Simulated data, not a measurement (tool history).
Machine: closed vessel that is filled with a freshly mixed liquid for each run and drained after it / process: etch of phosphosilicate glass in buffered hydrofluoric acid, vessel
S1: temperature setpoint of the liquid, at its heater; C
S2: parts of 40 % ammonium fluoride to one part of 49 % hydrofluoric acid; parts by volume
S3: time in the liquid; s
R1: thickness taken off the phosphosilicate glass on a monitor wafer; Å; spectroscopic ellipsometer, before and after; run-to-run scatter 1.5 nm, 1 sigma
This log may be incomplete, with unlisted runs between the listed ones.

run,hour,S1,S2,S3,R1
1,0,24,22.5,100,1373.2
2,6.6,21,22.5,100,1163.8
3,11.7,21,22.5,100,1151.6
4,18,21,22.5,105,1221
5,21.5,22.5,22.5,105,1327.5
6,23.3,20,22.5,105,1160.3
7,31.3,22,22.5,105,1282.8
8,32.3,23.5,22.5,105,1399.5
9,35.9,25,22.5,105,1498.5
10,36.5,26,22.5,105,1573.1

Run 11 is up next; what results do you expect?
11,40.5,27,22.5,105,?

R1: 1685.9 Å

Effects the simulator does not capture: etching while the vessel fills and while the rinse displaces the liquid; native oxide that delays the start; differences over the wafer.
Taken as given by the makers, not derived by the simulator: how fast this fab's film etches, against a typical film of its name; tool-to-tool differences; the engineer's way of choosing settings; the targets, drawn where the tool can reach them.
